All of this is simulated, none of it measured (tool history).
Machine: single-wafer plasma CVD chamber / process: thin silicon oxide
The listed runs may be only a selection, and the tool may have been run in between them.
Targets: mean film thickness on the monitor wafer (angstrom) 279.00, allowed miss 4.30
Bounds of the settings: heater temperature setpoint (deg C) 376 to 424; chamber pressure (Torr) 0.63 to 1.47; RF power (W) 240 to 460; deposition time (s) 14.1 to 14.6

run    day  heater temperature setpoint (deg C)  chamber pressure (Torr)  RF power (W)  deposition time (s)  mean film thickness on the monitor wafer (angstrom)
  1  0.000                                  400                     1.05           350                 14.1                                               327.24
  2  0.308                                  394                     1.05           350                 14.1                                               327.20
  3  0.654                                  394                     0.97           350                 14.1                                               303.14
  4  0.754                                  394                     0.94           350                 14.1                                               292.28
  5  0.808                                  394                     0.92           350                 14.1                                               283.76
  6  0.858                                  394                     0.80           350                 14.1                                               229.82
  7  1.029                                  390                     0.83           350                 14.1                                               245.88
  8  1.362                                  390                     0.86           350                 14.1                                               260.38
  9  1.517                                  387                     0.87           350                 14.1                                               263.92
 10  1.742                                  386                     0.88           350                 14.1                                               267.49
 11  1.888                                  386                     0.89           350                 14.1                                               272.84
 12  2.142                                  385                     0.89           350                 14.1                                               274.02
 13  2.300                                  384                     0.89           350                 14.1                                               272.05

5 next moves are on the table. One of them brings every result within its allowed miss. Which?
  A  2.458                                  379                     0.85           350                 14.4                                                    ?
  B  2.458                                  377                     0.82           410                 14.5                                                    ?
  C  2.458                                  385                     0.86           360                 14.1                                                    ?
  D  2.458                                  388                     0.84           425                 14.4                                                    ?
  E  2.458                                  393                     0.87           330                 14.5                                                    ?

move  mean film thickness on the monitor wafer (angstrom)
   A                                               261.20
   B                                               265.87
   C                                               262.59
   D                                               276.82
   E                                               262.59
A: further off than the last run
B: further off than the last run
C: further off than the last run
D: hits every target within its allowed miss
E: further off than the last run
D meets every target.

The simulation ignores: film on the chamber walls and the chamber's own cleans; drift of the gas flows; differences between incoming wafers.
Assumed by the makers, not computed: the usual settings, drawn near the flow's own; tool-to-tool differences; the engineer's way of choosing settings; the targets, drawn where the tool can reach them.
